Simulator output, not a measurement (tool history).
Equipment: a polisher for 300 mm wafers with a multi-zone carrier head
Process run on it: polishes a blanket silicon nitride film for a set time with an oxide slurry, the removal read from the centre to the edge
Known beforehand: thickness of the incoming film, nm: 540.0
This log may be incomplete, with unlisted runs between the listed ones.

| run | hour | flow of slurry (ml/min) | pressure of the head's centre zone | pressure of the head's middle zone | pressure of the head's edge zone | abrasive content of the slurry | polishing time (s) | film removed at the wafer's centre (Å) | film removed at mid-radius (Å) | film removed at the wafer's edge (Å) |
|---|---|---|---|---|---|---|---|---|---|---|
| 1 | 0.0 | 160 | 1.00 | 1.00 | 1.00 | 1.0 | 89 | 580.40 | 612.60 | 589.71 |
| 2 | 3.0 | 160 | 1.00 | 1.00 | 1.00 | 1.0 | 106 | 700.07 | 730.95 | 681.28 |
| 3 | 5.9 | 165 | 1.00 | 1.01 | 1.00 | 1.0 | 106 | 706.29 | 730.14 | 687.34 |
| 4 | 8.9 | 165 | 1.00 | 1.02 | 1.00 | 1.0 | 106 | 709.19 | 751.08 | 694.52 |
| 5 | 13.8 | 165 | 1.00 | 1.02 | 1.00 | 0.9 | 106 | 653.06 | 689.90 | 646.46 |
| 6 | 17.2 | 170 | 1.00 | 1.03 | 1.01 | 0.9 | 106 | 661.04 | 690.79 | 653.15 |
| 7 | 19.4 | 170 | 1.00 | 1.04 | 1.01 | 0.9 | 106 | 653.32 | 706.92 | 650.59 |

Run 8 has not been measured yet. What should we expect?
| 8 | 27.3 | 175 | 1.00 | 1.05 | 1.02 | 0.9 | 106 | ? | ? | ? |

Run 8 came out at film removed at the wafer's centre (Å) 657.11, film removed at mid-radius (Å) 720.34, film removed at the wafer's edge (Å) 645.80.
